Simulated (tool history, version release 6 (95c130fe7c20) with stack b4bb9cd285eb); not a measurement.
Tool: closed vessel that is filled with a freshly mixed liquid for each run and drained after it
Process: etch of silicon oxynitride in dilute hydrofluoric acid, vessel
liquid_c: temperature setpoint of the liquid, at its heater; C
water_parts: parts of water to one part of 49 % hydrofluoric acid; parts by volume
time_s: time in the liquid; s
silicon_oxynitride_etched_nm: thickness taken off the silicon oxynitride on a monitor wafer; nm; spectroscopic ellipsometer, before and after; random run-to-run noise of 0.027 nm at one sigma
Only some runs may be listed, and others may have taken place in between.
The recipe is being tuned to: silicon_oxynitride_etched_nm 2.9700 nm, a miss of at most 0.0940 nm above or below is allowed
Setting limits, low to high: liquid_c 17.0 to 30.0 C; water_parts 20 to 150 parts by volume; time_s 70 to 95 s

Run 1, day 0.000: liquid_c 22.0 C, water_parts 85 parts by volume, time_s 95 s. Result: silicon_oxynitride_etched_nm 2.1665 nm.
Run 2, day 0.267: liquid_c 23.5 C, water_parts 85 parts by volume, time_s 95 s. Result: silicon_oxynitride_etched_nm 2.3951 nm.
Run 3, day 0.583: liquid_c 24.5 C, water_parts 85 parts by volume, time_s 95 s. Result: silicon_oxynitride_etched_nm 2.4794 nm.
Run 4, day 0.938: liquid_c 24.5 C, water_parts 75 parts by volume, time_s 95 s. Result: silicon_oxynitride_etched_nm 2.8105 nm.
Run 5, day 1.133: liquid_c 24.5 C, water_parts 75 parts by volume, time_s 95 s. Result: silicon_oxynitride_etched_nm 2.7993 nm.
Run 6, day 1.296: liquid_c 24.5 C, water_parts 55 parts by volume, time_s 95 s. Result: silicon_oxynitride_etched_nm 3.9336 nm.
Run 7, day 1.562: liquid_c 23.0 C, water_parts 55 parts by volume, time_s 95 s. Result: silicon_oxynitride_etched_nm 3.6585 nm.
Run 8, day 1.842: liquid_c 22.0 C, water_parts 55 parts by volume, time_s 95 s. Result: silicon_oxynitride_etched_nm 3.4453 nm.
Run 9, day 2.167: liquid_c 21.5 C, water_parts 55 parts by volume, time_s 95 s. Result: silicon_oxynitride_etched_nm 3.3969 nm.
Run 10, day 2.454: liquid_c 21.0 C, water_parts 55 parts by volume, time_s 95 s. Result: silicon_oxynitride_etched_nm 3.2823 nm.
Run 11, day 2.800: liquid_c 20.5 C, water_parts 55 parts by volume, time_s 95 s. Result: silicon_oxynitride_etched_nm 3.2294 nm.
Run 12, day 3.188: liquid_c 20.5 C, water_parts 55 parts by volume, time_s 95 s. Result: silicon_oxynitride_etched_nm 3.2334 nm.

Exactly one of the 5 candidate moves below puts every result within its allowed miss. Which one?
Run A, day 3.575: liquid_c 17.5 C, water_parts 55 parts by volume, time_s 95 s. Result: silicon_oxynitride_etched_nm ?.
Run B, day 3.575: liquid_c 17.0 C, water_parts 50 parts by volume, time_s 90 s. Result: silicon_oxynitride_etched_nm ?.
Run C, day 3.575: liquid_c 22.5 C, water_parts 65 parts by volume, time_s 95 s. Result: silicon_oxynitride_etched_nm ?.
Run D, day 3.575: liquid_c 21.5 C, water_parts 65 parts by volume, time_s 95 s. Result: silicon_oxynitride_etched_nm ?.
Run E, day 3.575: liquid_c 21.0 C, water_parts 65 parts by volume, time_s 95 s. Result: silicon_oxynitride_etched_nm ?.

move  silicon_oxynitride_etched_nm
   A                        2.7843
   B                        2.8368
   C                        3.0038
   D                        2.8599
   E                        2.7902
A: takes the biggest miss from the last run beyond its target
B: takes the biggest miss from the last run beyond its target
C: all results land within tolerance of their targets
D: takes the biggest miss from the last run beyond its target
E: takes the biggest miss from the last run beyond its target
Correct choice: C, which meets every target
